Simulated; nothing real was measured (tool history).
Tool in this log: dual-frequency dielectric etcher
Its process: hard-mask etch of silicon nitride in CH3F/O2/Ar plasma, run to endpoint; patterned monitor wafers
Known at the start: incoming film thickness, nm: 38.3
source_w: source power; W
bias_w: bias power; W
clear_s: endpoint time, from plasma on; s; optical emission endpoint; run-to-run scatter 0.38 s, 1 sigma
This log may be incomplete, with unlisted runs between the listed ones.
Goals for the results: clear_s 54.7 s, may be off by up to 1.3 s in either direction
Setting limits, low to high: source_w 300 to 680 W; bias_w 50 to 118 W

run  hour  source_w  bias_w  clear_s
  1     0       490      84   47.141
  2   7.3       470      83   47.486
  3  16.2       460      81   48.437
  4  21.1       450      80   49.629
  5    26       440      80   49.491
  6  30.7       400      80   52.311
  7  36.9       400      80   51.472
  8  45.1       390      80   53.178

Of the 5 settings listed for the next run, only one would bring every result within its allowed miss of target. Which one?
  A  53.3       330      95        ?
  B  53.3       360      72        ?
  C  53.3       420      84        ?
  D  53.3       410      78        ?
  E  53.3       410      87        ?

move  clear_s
   A   54.894
   B   57.133
   C   50.458
   D   52.219
   E   50.515
A: all results land within tolerance of their targets
B: takes the result that was furthest off past its target
C: lands further from the targets than the last run did
D: lands further from the targets than the last run did
E: lands further from the targets than the last run did
Correct choice: A, which meets every target
